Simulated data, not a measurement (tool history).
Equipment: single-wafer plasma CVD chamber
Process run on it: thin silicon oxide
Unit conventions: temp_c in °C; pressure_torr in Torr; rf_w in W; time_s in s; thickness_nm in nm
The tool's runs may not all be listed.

Run 1, hour 0.0: temp_c 400 °C, pressure_torr 1.02 Torr, rf_w 340 W, time_s 5.82 s. Result: thickness_nm 12.3080 nm.
Run 2, hour 0.9: temp_c 400 °C, pressure_torr 1.17 Torr, rf_w 340 W, time_s 5.82 s. Result: thickness_nm 13.7350 nm.
Run 3, hour 8.2: temp_c 400 °C, pressure_torr 1.17 Torr, rf_w 320 W, time_s 5.82 s. Result: thickness_nm 13.3480 nm.
Run 4, hour 14.0: temp_c 400 °C, pressure_torr 1.03 Torr, rf_w 320 W, time_s 5.82 s. Result: thickness_nm 12.1170 nm.
Run 5, hour 16.9: temp_c 400 °C, pressure_torr 1.03 Torr, rf_w 320 W, time_s 5.82 s. Result: thickness_nm 12.1620 nm.
Run 6, hour 19.9: temp_c 400 °C, pressure_torr 0.91 Torr, rf_w 310 W, time_s 5.82 s. Result: thickness_nm 10.6770 nm.
Run 7, hour 22.1: temp_c 400 °C, pressure_torr 0.71 Torr, rf_w 300 W, time_s 5.82 s. Result: thickness_nm 7.8836 nm.
Run 8, hour 29.6: temp_c 400 °C, pressure_torr 0.74 Torr, rf_w 300 W, time_s 5.82 s. Result: thickness_nm 8.3204 nm.

Forecast run 9:
Run 9, hour 33.4: temp_c 400 °C, pressure_torr 0.83 Torr, rf_w 305 W, time_s 5.83 s. Result: thickness_nm ?.

Logged for run 9: thickness_nm 9.6484 nm.

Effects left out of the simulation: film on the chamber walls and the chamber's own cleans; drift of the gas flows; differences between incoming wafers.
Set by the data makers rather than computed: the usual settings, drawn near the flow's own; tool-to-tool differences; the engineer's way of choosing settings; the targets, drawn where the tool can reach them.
